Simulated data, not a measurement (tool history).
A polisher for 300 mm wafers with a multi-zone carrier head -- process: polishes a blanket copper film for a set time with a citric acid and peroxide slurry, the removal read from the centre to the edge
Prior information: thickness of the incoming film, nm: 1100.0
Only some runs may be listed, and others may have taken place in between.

| run | day | flow of slurry (ml/min) | pressure of the head's centre zone | pressure of the head's middle zone | pressure of the head's edge zone | abrasive content of the slurry | polishing time (s) | film removed at the wafer's centre (nm) | film removed at mid-radius (nm) | film removed at the wafer's edge (nm) |
|---|---|---|---|---|---|---|---|---|---|---|
| 1 | 0 | 220 | 1 | 1 | 1 | 1 | 45 | 113.99 | 119.04 | 118.56 |
| 2 | 0.338 | 220 | 1.04 | 1 | 1 | 1 | 45 | 119.73 | 116.38 | 117.18 |
| 3 | 0.588 | 275 | 1.04 | 1 | 1 | 1 | 45 | 125.46 | 118.74 | 122.25 |
| 4 | 0.958 | 280 | 1.05 | 1.02 | 1.02 | 1.05 | 45 | 126.69 | 124.85 | 122.53 |
| 5 | 1.242 | 310 | 1.05 | 1.02 | 1.02 | 1.05 | 45 | 126.97 | 124.3 | 126.27 |
| 6 | 1.517 | 310 | 1.05 | 1.02 | 0.99 | 1.05 | 45 | 128.88 | 124.49 | 124.7 |
| 7 | 1.625 | 315 | 1.06 | 1.02 | 1 | 1.1 | 45 | 128.91 | 126.07 | 123.6 |

Predict the results of run 8:
| 8 | 1.712 | 285 | 1.11 | 0.97 | 1.04 | 1.3 | 52 | ? | ? | ? |

Run 8 came out at film removed at the wafer's centre (nm) 164.23, film removed at mid-radius (nm) 145.97, film removed at the wafer's edge (nm) 150.54.
